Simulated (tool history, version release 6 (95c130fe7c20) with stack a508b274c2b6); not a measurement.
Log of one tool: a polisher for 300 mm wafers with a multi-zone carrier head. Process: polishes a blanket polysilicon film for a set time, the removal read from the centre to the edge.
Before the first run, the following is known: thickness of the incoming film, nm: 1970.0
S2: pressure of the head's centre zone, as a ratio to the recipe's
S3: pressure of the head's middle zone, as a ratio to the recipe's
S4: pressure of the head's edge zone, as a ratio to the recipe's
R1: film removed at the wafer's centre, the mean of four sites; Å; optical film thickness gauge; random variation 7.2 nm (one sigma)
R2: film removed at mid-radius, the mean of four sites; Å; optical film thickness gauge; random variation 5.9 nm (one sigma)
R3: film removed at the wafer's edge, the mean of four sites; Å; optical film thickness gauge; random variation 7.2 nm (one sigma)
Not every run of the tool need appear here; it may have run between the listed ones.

Run 1, hour 0.0: flow of slurry (ml/min) 250, S2 1.00, S3 1.00, S4 1.00, polishing time (s) 37. Result: R1 3916.0 Å, R2 3887.0 Å, R3 3788.2 Å.
Run 2, hour 4.3: flow of slurry (ml/min) 250, S2 1.00, S3 1.00, S4 1.00, polishing time (s) 34. Result: R1 3639.3 Å, R2 3646.9 Å, R3 3492.4 Å.
Run 3, hour 7.5: flow of slurry (ml/min) 250, S2 1.00, S3 1.00, S4 1.00, polishing time (s) 29. Result: R1 3057.6 Å, R2 3039.8 Å, R3 2895.6 Å.
Run 4, hour 9.2: flow of slurry (ml/min) 250, S2 1.00, S3 1.00, S4 0.94, polishing time (s) 29. Result: R1 3046.7 Å, R2 3058.0 Å, R3 2885.2 Å.
Run 5, hour 15.6: flow of slurry (ml/min) 260, S2 1.03, S3 1.03, S4 0.95, polishing time (s) 33. Result: R1 3576.4 Å, R2 3604.3 Å, R3 3271.3 Å.
Run 6, hour 23.6: flow of slurry (ml/min) 265, S2 1.06, S3 1.05, S4 0.97, polishing time (s) 36. Result: R1 4044.1 Å, R2 3934.7 Å, R3 3712.2 Å.
Run 7, hour 27.8: flow of slurry (ml/min) 280, S2 1.09, S3 1.08, S4 0.94, polishing time (s) 38. Result: R1 4430.4 Å, R2 4274.4 Å, R3 3874.6 Å.
Run 8, hour 28.9: flow of slurry (ml/min) 290, S2 1.11, S3 1.11, S4 0.94, polishing time (s) 40. Result: R1 4882.1 Å, R2 4611.7 Å, R3 4120.8 Å.
Run 9, hour 30.1: flow of slurry (ml/min) 295, S2 1.11, S3 1.13, S4 0.94, polishing time (s) 42. Result: R1 5132.3 Å, R2 5019.4 Å, R3 4293.3 Å.

The next listed run, before its measurement:
Run 10, hour 31.8: flow of slurry (ml/min) 300, S2 1.12, S3 1.14, S4 0.96, polishing time (s) 43. Result: R1 ?, R2 ?, R3 ?.

Run 10 gave R1 5341.7 Å, R2 5190.7 Å, R3 4469.6 Å.

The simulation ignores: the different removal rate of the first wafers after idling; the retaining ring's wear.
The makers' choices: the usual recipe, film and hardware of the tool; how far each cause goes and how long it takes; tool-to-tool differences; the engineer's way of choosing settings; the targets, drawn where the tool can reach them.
